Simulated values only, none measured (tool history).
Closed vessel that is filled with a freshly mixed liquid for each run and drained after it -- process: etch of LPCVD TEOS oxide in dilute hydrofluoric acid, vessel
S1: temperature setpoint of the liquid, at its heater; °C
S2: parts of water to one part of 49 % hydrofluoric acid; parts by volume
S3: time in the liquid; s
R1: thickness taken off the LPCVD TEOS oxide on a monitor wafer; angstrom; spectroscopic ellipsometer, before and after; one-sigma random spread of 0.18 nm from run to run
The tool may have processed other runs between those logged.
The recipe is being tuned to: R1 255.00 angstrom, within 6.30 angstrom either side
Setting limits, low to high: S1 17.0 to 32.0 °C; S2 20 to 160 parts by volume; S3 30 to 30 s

Run 1, hour 0.0: S1 24.0 °C, S2 90 parts by volume, S3 30 s. Result: R1 119.61 angstrom.
Run 2, hour 6.6: S1 26.0 °C, S2 80 parts by volume, S3 30 s. Result: R1 147.81 angstrom.
Run 3, hour 14.2: S1 24.0 °C, S2 80 parts by volume, S3 30 s. Result: R1 134.75 angstrom.
Run 4, hour 23.0: S1 24.0 °C, S2 105 parts by volume, S3 30 s. Result: R1 100.65 angstrom.
Run 5, hour 27.0: S1 24.0 °C, S2 105 parts by volume, S3 30 s. Result: R1 99.71 angstrom.
Run 6, hour 29.7: S1 26.0 °C, S2 95 parts by volume, S3 30 s. Result: R1 122.65 angstrom.
Run 7, hour 37.5: S1 27.5 °C, S2 85 parts by volume, S3 30 s. Result: R1 145.51 angstrom.
Run 8, hour 41.8: S1 27.5 °C, S2 85 parts by volume, S3 30 s. Result: R1 146.84 angstrom.
Run 9, hour 48.9: S1 28.5 °C, S2 75 parts by volume, S3 30 s. Result: R1 173.83 angstrom.

5 candidate next runs follow, results not yet known. Just one meets every target within its allowed miss. Identify it.
Run A, hour 56.0: S1 32.0 °C, S2 55 parts by volume, S3 30 s. Result: R1 ?.
Run B, hour 56.0: S1 27.0 °C, S2 50 parts by volume, S3 30 s. Result: R1 ?.
Run C, hour 56.0: S1 30.5 °C, S2 60 parts by volume, S3 30 s. Result: R1 ?.
Run D, hour 56.0: S1 28.0 °C, S2 55 parts by volume, S3 30 s. Result: R1 ?.
Run E, hour 56.0: S1 25.5 °C, S2 55 parts by volume, S3 30 s. Result: R1 ?.

move      R1
   A  280.43
   B  255.36
   C  240.72
   D  239.87
   E  217.00
A: the result that was furthest off in the last run now lies on the other side of its target
B: in spec on every target
C: closer than the last run, but not yet in spec
D: closer than the last run, but not yet in spec
E: closer than the last run, but not yet in spec
Answer: B
